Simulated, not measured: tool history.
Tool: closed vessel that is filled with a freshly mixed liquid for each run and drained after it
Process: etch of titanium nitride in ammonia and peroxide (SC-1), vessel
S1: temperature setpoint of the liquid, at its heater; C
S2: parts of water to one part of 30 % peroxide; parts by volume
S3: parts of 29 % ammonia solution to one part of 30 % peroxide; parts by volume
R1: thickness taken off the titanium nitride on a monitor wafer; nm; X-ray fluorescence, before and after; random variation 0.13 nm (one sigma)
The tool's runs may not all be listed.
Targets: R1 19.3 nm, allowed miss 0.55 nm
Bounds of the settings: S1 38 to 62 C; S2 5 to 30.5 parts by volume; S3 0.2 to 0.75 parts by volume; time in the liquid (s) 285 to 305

{"run": 1, "hour": 0.0, "S1": 46, "S2": 17, "S3": 0.45, "time in the liquid (s)": 285, "R1": 10.718}
{"run": 2, "hour": 4.6, "S1": 47.5, "S2": 17, "S3": 0.45, "time in the liquid (s)": 285, "R1": 11.967}
{"run": 3, "hour": 6.2, "S1": 47.5, "S2": 17, "S3": 0.35, "time in the liquid (s)": 285, "R1": 11.377}
{"run": 4, "hour": 10.3, "S1": 49, "S2": 17, "S3": 0.35, "time in the liquid (s)": 285, "R1": 12.846}
{"run": 5, "hour": 11.5, "S1": 50, "S2": 17, "S3": 0.35, "time in the liquid (s)": 285, "R1": 13.419}
{"run": 6, "hour": 20.2, "S1": 51, "S2": 17, "S3": 0.35, "time in the liquid (s)": 285, "R1": 14.472}
{"run": 7, "hour": 28.7, "S1": 52, "S2": 17, "S3": 0.35, "time in the liquid (s)": 285, "R1": 15.652}
{"run": 8, "hour": 32.5, "S1": 52.5, "S2": 17, "S3": 0.35, "time in the liquid (s)": 285, "R1": 16.168}
{"run": 9, "hour": 33.8, "S1": 53, "S2": 17, "S3": 0.35, "time in the liquid (s)": 285, "R1": 16.765}
{"run": 10, "hour": 35.2, "S1": 53.5, "S2": 17, "S3": 0.35, "time in the liquid (s)": 285, "R1": 17.511}

Which of these 4 next moves meets every target?
{"run": "A", "hour": 36.6, "S1": 54, "S2": 17.5, "S3": 0.4, "time in the liquid (s)": 305, "R1": "?"}
{"run": "B", "hour": 36.6, "S1": 54, "S2": 24.5, "S3": 0.4, "time in the liquid (s)": 305, "R1": "?"}
{"run": "C", "hour": 36.6, "S1": 57.5, "S2": 20, "S3": 0.35, "time in the liquid (s)": 285, "R1": "?"}
{"run": "D", "hour": 36.6, "S1": 54, "S2": 14.5, "S3": 0.45, "time in the liquid (s)": 285, "R1": "?"}

move=A R1=19.304
move=B R1=15.979
move=C R1=20.658
move=D R1=20.448
A: meets every target
B: further off than the last run
C: takes the result that was furthest off past its target
D: takes the result that was furthest off past its target
Move A is the one to make.

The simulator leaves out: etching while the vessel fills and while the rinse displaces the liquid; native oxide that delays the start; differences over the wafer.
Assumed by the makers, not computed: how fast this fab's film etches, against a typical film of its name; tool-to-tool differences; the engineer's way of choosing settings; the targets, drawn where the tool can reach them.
